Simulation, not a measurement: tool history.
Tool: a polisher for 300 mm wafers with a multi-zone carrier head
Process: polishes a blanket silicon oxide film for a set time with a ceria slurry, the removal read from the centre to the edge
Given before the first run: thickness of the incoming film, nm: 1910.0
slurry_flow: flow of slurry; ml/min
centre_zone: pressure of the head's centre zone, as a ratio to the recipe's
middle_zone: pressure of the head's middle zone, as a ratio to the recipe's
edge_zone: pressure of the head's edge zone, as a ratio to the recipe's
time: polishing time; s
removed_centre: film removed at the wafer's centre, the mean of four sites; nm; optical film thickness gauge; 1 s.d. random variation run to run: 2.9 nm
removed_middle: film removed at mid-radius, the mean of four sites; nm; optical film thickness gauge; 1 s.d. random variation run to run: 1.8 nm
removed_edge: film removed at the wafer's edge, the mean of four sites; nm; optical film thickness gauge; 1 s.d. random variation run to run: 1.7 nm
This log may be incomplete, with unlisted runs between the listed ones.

{"run": 1, "day": 0.0, "slurry_flow": 315, "centre_zone": 1, "middle_zone": 1, "edge_zone": 1, "time": 34, "removed_centre": 147.84, "removed_middle": 147.75, "removed_edge": 144.97}
{"run": 2, "day": 0.171, "slurry_flow": 330, "centre_zone": 1.05, "middle_zone": 1.03, "edge_zone": 1.02, "time": 37, "removed_centre": 168.14, "removed_middle": 166.16, "removed_edge": 157.88}
{"run": 3, "day": 0.483, "slurry_flow": 410, "centre_zone": 1.05, "middle_zone": 1.03, "edge_zone": 1.02, "time": 37, "removed_centre": 172.35, "removed_middle": 168.88, "removed_edge": 159.05}
{"run": 4, "day": 0.738, "slurry_flow": 410, "centre_zone": 1.09, "middle_zone": 1.03, "edge_zone": 1.02, "time": 37, "removed_centre": 179.87, "removed_middle": 170.58, "removed_edge": 159.36}
{"run": 5, "day": 0.829, "slurry_flow": 410, "centre_zone": 1.09, "middle_zone": 1.08, "edge_zone": 1.02, "time": 37, "removed_centre": 178.09, "removed_middle": 174.44, "removed_edge": 160.74}
{"run": 6, "day": 1.162, "slurry_flow": 415, "centre_zone": 1.12, "middle_zone": 1.08, "edge_zone": 1.03, "time": 39, "removed_centre": 194.82, "removed_middle": 186.91, "removed_edge": 170.3}
{"run": 7, "day": 1.371, "slurry_flow": 415, "centre_zone": 1.14, "middle_zone": 1.08, "edge_zone": 1.04, "time": 40, "removed_centre": 209.62, "removed_middle": 190.96, "removed_edge": 174.08}
{"run": 8, "day": 1.533, "slurry_flow": 415, "centre_zone": 1.14, "middle_zone": 1.09, "edge_zone": 1.06, "time": 41, "removed_centre": 211.13, "removed_middle": 199.02, "removed_edge": 181.63}
{"run": 9, "day": 1.796, "slurry_flow": 415, "centre_zone": 1.15, "middle_zone": 1.09, "edge_zone": 1.07, "time": 42, "removed_centre": 221.54, "removed_middle": 200.6, "removed_edge": 183.98}
{"run": 10, "day": 1.933, "slurry_flow": 415, "centre_zone": 1.15, "middle_zone": 1.1, "edge_zone": 1.08, "time": 43, "removed_centre": 225.47, "removed_middle": 207.78, "removed_edge": 192.24}
{"run": 11, "day": 2.183, "slurry_flow": 415, "centre_zone": 1.16, "middle_zone": 1.11, "edge_zone": 1.09, "time": 43, "removed_centre": 223.97, "removed_middle": 210.28, "removed_edge": 192.35}

Predict the results of run 12:
{"run": 12, "day": 2.325, "slurry_flow": 415, "centre_zone": 1.16, "middle_zone": 1.11, "edge_zone": 1.09, "time": 43, "removed_centre": "?", "removed_middle": "?", "removed_edge": "?"}

{"run 12": {"removed_centre": 222.62, "removed_middle": 206.96, "removed_edge": 190.87}}

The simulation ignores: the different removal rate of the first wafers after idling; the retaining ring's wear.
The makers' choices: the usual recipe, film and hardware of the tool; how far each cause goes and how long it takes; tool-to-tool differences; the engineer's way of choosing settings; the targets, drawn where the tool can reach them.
